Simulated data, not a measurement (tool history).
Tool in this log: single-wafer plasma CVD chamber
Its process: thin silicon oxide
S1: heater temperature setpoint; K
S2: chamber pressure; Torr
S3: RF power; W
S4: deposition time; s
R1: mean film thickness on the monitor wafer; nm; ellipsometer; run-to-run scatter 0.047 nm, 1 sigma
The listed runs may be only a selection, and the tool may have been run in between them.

run	day	S1	S2	S3	S4	R1
1	0.000	668.15	0.913	250	9.05	17.063
2	0.117	673.15	0.913	250	9.05	16.982
3	0.250	673.15	0.913	230	9.05	16.527
4	0.346	673.15	0.769	230	9.05	14.503
5	0.429	673.15	0.861	230	9.05	15.870
6	0.800	683.15	0.861	230	9.05	15.753
7	1.075	683.15	0.929	230	9.05	16.607

What does the tool deliver on the next run?
8	1.217	683.15	1.112	230	9.05	?

R1: 18.710 nm
